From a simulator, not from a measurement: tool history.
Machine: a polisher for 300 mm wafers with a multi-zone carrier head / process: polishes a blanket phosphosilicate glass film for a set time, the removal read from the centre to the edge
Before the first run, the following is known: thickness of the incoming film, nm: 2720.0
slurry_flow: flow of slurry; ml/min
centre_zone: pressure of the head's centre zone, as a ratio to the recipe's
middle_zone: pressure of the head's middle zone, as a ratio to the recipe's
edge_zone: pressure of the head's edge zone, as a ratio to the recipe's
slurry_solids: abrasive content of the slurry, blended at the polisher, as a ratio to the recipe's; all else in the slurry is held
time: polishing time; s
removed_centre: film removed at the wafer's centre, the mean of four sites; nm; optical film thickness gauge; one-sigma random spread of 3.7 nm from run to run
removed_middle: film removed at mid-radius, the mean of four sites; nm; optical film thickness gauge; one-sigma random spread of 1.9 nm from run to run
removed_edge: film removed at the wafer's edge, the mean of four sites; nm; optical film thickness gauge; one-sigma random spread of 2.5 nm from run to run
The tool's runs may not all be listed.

{"run": 1, "hour": 0.0, "slurry_flow": 280, "centre_zone": 1, "middle_zone": 1, "edge_zone": 1, "slurry_solids": 1, "time": 75, "removed_centre": 451.55, "removed_middle": 461.22, "removed_edge": 443.47}
{"run": 2, "hour": 3.8, "slurry_flow": 280, "centre_zone": 1.01, "middle_zone": 0.97, "edge_zone": 0.97, "slurry_solids": 0.9, "time": 70, "removed_centre": 410.81, "removed_middle": 393.52, "removed_edge": 393.09}
{"run": 3, "hour": 7.4, "slurry_flow": 280, "centre_zone": 1.02, "middle_zone": 0.97, "edge_zone": 0.94, "slurry_solids": 0.8, "time": 66, "removed_centre": 366.37, "removed_middle": 357.27, "removed_edge": 356.05}
{"run": 4, "hour": 12.5, "slurry_flow": 280, "centre_zone": 1.02, "middle_zone": 0.97, "edge_zone": 0.94, "slurry_solids": 0.95, "time": 66, "removed_centre": 397.73, "removed_middle": 383.59, "removed_edge": 382.86}
{"run": 5, "hour": 17.9, "slurry_flow": 285, "centre_zone": 1.05, "middle_zone": 0.98, "edge_zone": 0.92, "slurry_solids": 0.85, "time": 62, "removed_centre": 359.18, "removed_middle": 344.31, "removed_edge": 334.03}
{"run": 6, "hour": 23.4, "slurry_flow": 285, "centre_zone": 1.07, "middle_zone": 0.97, "edge_zone": 0.91, "slurry_solids": 0.75, "time": 60, "removed_centre": 340.71, "removed_middle": 307.69, "removed_edge": 305.55}
{"run": 7, "hour": 26.5, "slurry_flow": 285, "centre_zone": 1.08, "middle_zone": 0.97, "edge_zone": 0.89, "slurry_solids": 0.7, "time": 59, "removed_centre": 321.99, "removed_middle": 299.07, "removed_edge": 287.32}
{"run": 8, "hour": 32.2, "slurry_flow": 280, "centre_zone": 1.09, "middle_zone": 0.95, "edge_zone": 0.87, "slurry_solids": 0.65, "time": 59, "removed_centre": 316.47, "removed_middle": 283.52, "removed_edge": 274.77}

For run 9, what comes out?
{"run": 9, "hour": 33.2, "slurry_flow": 250, "centre_zone": 1.07, "middle_zone": 0.9, "edge_zone": 0.81, "slurry_solids": 0.5, "time": 59, "removed_centre": "?", "removed_middle": "?", "removed_edge": "?"}

removed_centre: 267.98 nm
removed_middle: 234.11 nm
removed_edge: 231.05 nm
